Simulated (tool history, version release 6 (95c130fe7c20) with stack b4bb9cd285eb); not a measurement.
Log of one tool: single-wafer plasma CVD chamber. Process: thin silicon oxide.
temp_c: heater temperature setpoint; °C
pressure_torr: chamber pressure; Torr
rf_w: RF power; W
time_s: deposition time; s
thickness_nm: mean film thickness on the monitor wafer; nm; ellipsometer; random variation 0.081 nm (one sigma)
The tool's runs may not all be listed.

run,hour,temp_c,pressure_torr,rf_w,time_s,thickness_nm
1,0,375,0.874,345,10.82,26.493
2,0.6,375,0.874,310,10.82,24.724
3,1.5,375,0.874,280,10.82,23.337
4,3,375,0.808,280,10.82,21.99
5,11.8,366,0.808,280,10.82,22.138
6,18.3,366,0.808,280,11.17,22.89
7,20.6,366,0.808,280,11.17,22.764
8,24,366,0.753,275,11.16,21.241

Run 9 comes next. What will it give?
9,26.8,366,0.709,275,11.16,?

{"run 9": {"thickness_nm": 20.354}}
